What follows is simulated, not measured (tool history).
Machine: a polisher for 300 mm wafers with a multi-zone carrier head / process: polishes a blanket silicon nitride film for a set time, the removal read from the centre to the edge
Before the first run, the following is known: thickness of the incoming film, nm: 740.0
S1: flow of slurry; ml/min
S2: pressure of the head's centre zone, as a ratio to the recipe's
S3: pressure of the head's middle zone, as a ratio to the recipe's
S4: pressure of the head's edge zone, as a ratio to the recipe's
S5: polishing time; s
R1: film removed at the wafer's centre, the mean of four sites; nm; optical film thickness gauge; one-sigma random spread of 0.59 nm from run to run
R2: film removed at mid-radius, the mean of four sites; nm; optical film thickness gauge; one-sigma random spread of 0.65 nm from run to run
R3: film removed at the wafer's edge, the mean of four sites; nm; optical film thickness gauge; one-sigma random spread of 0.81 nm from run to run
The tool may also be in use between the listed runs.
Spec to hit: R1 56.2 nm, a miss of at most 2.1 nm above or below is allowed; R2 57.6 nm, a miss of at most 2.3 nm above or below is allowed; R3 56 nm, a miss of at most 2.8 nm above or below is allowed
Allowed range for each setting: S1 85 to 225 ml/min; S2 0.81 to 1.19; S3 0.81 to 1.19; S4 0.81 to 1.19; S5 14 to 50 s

run,hour,S1,S2,S3,S4,S5,R1,R2,R3
1,0,145,1,1,1,32,34.543,35.376,36.871
2,6.7,145,1.06,1,1,32,37.2,35.115,36.42
3,10.3,150,1.06,1.02,1.02,34,39.573,38.242,40.773
4,18.3,150,1.06,1.1,1.02,34,39.155,41.144,40.551
5,25.7,130,1.06,1.1,1.02,34,36.914,39.97,39.237
6,27.7,140,1.07,1.11,1.03,35,39.443,42.039,42.044
7,35.6,180,1.15,1.19,1.02,42,56.623,56.931,50.741
8,41.3,180,1.14,1.19,1.04,42,56.781,56.579,51.88

4 next moves are on the table. One of them brings every result within its allowed miss. Which?
A,47,185,1.18,1.17,1,40,?,?,?
B,47,200,1.09,1.13,1.16,43,?,?,?
C,47,165,1.17,1.19,0.89,43,?,?,?
D,47,165,1.15,1.18,1.04,42,?,?,?

move,R1,R2,R3
A,55.389,54.832,48.914
B,56.237,58.383,56.035
C,56.855,57.896,49.623
D,54.574,56.136,50.851
A: misses by more than the last run did
B: meets every target
C: misses by more than the last run did
D: misses by more than the last run did
Correct choice: B, which meets every target
